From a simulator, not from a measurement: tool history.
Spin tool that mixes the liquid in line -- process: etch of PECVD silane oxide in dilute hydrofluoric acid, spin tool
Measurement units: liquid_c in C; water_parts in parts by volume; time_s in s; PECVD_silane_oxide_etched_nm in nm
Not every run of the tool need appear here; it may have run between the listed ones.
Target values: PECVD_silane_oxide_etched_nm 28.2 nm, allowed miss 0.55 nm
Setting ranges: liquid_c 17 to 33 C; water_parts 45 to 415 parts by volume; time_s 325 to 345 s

run 1 hour=0 | liquid_c=25 water_parts=230 time_s=325 | PECVD_silane_oxide_etched_nm=17.237
run 2 hour=7.2 | liquid_c=26.5 water_parts=230 time_s=325 | PECVD_silane_oxide_etched_nm=18.256
run 3 hour=15.3 | liquid_c=27.5 water_parts=225 time_s=325 | PECVD_silane_oxide_etched_nm=19.418
run 4 hour=17.4 | liquid_c=27.5 water_parts=145 time_s=325 | PECVD_silane_oxide_etched_nm=32.951
-- hour=26.4 thermometer replaced
run 5 hour=26.4 | liquid_c=27 water_parts=145 time_s=325 | PECVD_silane_oxide_etched_nm=35.576
run 6 hour=33.9 | liquid_c=25.5 water_parts=145 time_s=325 | PECVD_silane_oxide_etched_nm=33.728
run 7 hour=39.7 | liquid_c=24.5 water_parts=145 time_s=325 | PECVD_silane_oxide_etched_nm=32.265
run 8 hour=45.9 | liquid_c=24.5 water_parts=145 time_s=325 | PECVD_silane_oxide_etched_nm=32.218
run 9 hour=55 | liquid_c=20.5 water_parts=145 time_s=325 | PECVD_silane_oxide_etched_nm=27.561

Exactly one of the 4 candidate moves below puts every result within its allowed miss. Which one?
run A hour=64.1 | liquid_c=20.5 water_parts=155 time_s=345 | PECVD_silane_oxide_etched_nm=?
run B hour=64.1 | liquid_c=21.5 water_parts=155 time_s=330 | PECVD_silane_oxide_etched_nm=?
run C hour=64.1 | liquid_c=17 water_parts=140 time_s=345 | PECVD_silane_oxide_etched_nm=?
run D hour=64.1 | liquid_c=18.5 water_parts=135 time_s=330 | PECVD_silane_oxide_etched_nm=?

move=A PECVD_silane_oxide_etched_nm=27.216
move=B PECVD_silane_oxide_etched_nm=27.076
move=C PECVD_silane_oxide_etched_nm=26.565
move=D PECVD_silane_oxide_etched_nm=28.163
A: further off than the last run
B: further off than the last run
C: further off than the last run
D: every result lands within tolerance
D is the move that brings every result within its allowed miss.

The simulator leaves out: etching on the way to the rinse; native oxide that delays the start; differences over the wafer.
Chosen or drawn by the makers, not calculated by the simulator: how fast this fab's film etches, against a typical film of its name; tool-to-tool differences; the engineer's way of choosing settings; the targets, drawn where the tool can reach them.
